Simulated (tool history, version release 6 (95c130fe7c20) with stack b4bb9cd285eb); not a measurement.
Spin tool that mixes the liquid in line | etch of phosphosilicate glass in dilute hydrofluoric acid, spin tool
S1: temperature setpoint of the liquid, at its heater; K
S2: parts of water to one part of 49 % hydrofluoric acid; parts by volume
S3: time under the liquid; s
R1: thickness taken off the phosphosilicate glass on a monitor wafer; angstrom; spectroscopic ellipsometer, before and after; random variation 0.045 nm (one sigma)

run,hour,S1,S2,S3,R1
1,0.0,299.15,265,15,98.116
2,0.8,299.15,265,15,98.945
3,2.1,297.65,265,15,94.817
4,2.8,297.65,305,15,79.507
5,5.5,297.15,305,15,77.263
6,13.5,297.15,255,15,98.614
7,18.5,296.15,260,15,91.209

The next listed run, before its measurement:
8,22.0,295.15,260,15,?

{"run 8": {"R1": 88.133}}
